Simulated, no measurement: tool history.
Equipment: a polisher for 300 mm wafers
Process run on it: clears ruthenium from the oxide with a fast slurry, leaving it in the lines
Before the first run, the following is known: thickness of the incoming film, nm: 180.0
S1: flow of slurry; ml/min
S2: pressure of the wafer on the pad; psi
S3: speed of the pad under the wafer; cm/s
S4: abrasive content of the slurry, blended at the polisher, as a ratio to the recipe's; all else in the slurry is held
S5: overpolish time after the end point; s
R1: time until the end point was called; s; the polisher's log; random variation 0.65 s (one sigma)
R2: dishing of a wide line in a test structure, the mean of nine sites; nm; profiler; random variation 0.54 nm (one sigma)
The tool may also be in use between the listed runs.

{"run": 1, "day": 0.0, "S1": 310, "S2": 3.4, "S3": 88, "S4": 1.0, "S5": 12, "R1": 44.905, "R2": 35.687}
{"run": 2, "day": 0.125, "S1": 310, "S2": 3.3, "S3": 88, "S4": 1.0, "S5": 11, "R1": 46.456, "R2": 33.682}
{"run": 3, "day": 0.325, "S1": 310, "S2": 3.3, "S3": 88, "S4": 1.15, "S5": 11, "R1": 44.761, "R2": 36.08}
{"run": 4, "day": 0.521, "S1": 305, "S2": 3.2, "S3": 88, "S4": 1.1, "S5": 10, "R1": 46.603, "R2": 30.26}
{"run": 5, "day": 0.746, "S1": 305, "S2": 3.1, "S3": 88, "S4": 1.1, "S5": 9, "R1": 48.152, "R2": 27.595}
{"run": 6, "day": 1.075, "S1": 305, "S2": 3.1, "S3": 88, "S4": 1.3, "S5": 9, "R1": 45.168, "R2": 29.337}

Run 7 comes next. What will it give?
{"run": 7, "day": 1.121, "S1": 305, "S2": 2.6, "S3": 88, "S4": 1.3, "S5": 7, "R1": "?", "R2": "?"}

R1: 53.229 s
R2: 19.780 nm
